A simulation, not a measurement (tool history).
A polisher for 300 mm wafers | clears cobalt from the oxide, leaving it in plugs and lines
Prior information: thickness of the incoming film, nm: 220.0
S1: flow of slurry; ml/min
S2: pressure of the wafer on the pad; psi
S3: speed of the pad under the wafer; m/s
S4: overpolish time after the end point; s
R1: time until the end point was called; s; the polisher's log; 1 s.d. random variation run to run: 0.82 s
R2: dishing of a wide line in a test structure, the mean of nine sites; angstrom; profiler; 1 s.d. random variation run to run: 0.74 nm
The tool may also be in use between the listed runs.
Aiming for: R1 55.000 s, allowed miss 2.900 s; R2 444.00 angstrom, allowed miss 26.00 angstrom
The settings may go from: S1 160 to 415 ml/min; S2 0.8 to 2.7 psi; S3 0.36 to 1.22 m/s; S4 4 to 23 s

Run 1, hour 0.0: S1 265 ml/min, S2 1.7 psi, S3 0.78 m/s, S4 12 s. Result: R1 65.834 s, R2 294.99 angstrom.
Run 2, hour 8.2: S1 265 ml/min, S2 1.8 psi, S3 0.78 m/s, S4 13 s. Result: R1 63.358 s, R2 316.34 angstrom.
Run 3, hour 8.7: S1 240 ml/min, S2 1.8 psi, S3 0.78 m/s, S4 13 s. Result: R1 61.652 s, R2 327.73 angstrom.
Run 4, hour 13.9: S1 240 ml/min, S2 1.8 psi, S3 0.78 m/s, S4 14 s. Result: R1 63.516 s, R2 329.03 angstrom.
Run 5, hour 17.8: S1 240 ml/min, S2 1.8 psi, S3 0.78 m/s, S4 11 s. Result: R1 62.904 s, R2 289.17 angstrom.
Run 6, hour 21.0: S1 180 ml/min, S2 1.8 psi, S3 0.78 m/s, S4 11 s. Result: R1 66.746 s, R2 275.31 angstrom.
Run 7, hour 25.7: S1 185 ml/min, S2 1.9 psi, S3 0.78 m/s, S4 13 s. Result: R1 62.499 s, R2 321.35 angstrom.
Run 8, hour 31.3: S1 190 ml/min, S2 1.9 psi, S3 0.78 m/s, S4 14 s. Result: R1 63.857 s, R2 336.10 angstrom.
Run 9, hour 36.2: S1 190 ml/min, S2 1.9 psi, S3 0.78 m/s, S4 14 s. Result: R1 63.263 s, R2 342.14 angstrom.
Run 10, hour 44.7: S1 200 ml/min, S2 1.9 psi, S3 0.78 m/s, S4 15 s. Result: R1 62.416 s, R2 362.95 angstrom.
Run 11, hour 47.3: S1 210 ml/min, S2 1.9 psi, S3 0.78 m/s, S4 15 s. Result: R1 62.575 s, R2 351.34 angstrom.
Run 12, hour 51.2: S1 215 ml/min, S2 1.9 psi, S3 0.78 m/s, S4 16 s. Result: R1 62.397 s, R2 375.61 angstrom.
Run 13, hour 51.8: S1 220 ml/min, S2 1.9 psi, S3 0.78 m/s, S4 16 s. Result: R1 61.749 s, R2 363.08 angstrom.

Consider the 5 candidate settings below. Which is the only one whose results all fall within their allowed miss of target?
Run A, hour 52.4: S1 200 ml/min, S2 2.1 psi, S3 0.82 m/s, S4 21 s. Result: R1 ?, R2 ?.
Run B, hour 52.4: S1 215 ml/min, S2 1.7 psi, S3 0.76 m/s, S4 21 s. Result: R1 ?, R2 ?.
Run C, hour 52.4: S1 225 ml/min, S2 1.8 psi, S3 0.70 m/s, S4 16 s. Result: R1 ?, R2 ?.
Run D, hour 52.4: S1 215 ml/min, S2 1.8 psi, S3 0.72 m/s, S4 20 s. Result: R1 ?, R2 ?.
Run E, hour 52.4: S1 265 ml/min, S2 1.8 psi, S3 0.66 m/s, S4 12 s. Result: R1 ?, R2 ?.

move      R1      R2
   A  56.415  448.05
   B  70.916  404.56
   C  71.523  346.36
   D  70.418  395.99
   E  73.375  282.58
A: all results in spec
B: misses by more than the last run did
C: misses by more than the last run did
D: misses by more than the last run did
E: misses by more than the last run did
Correct choice: A, which meets every target
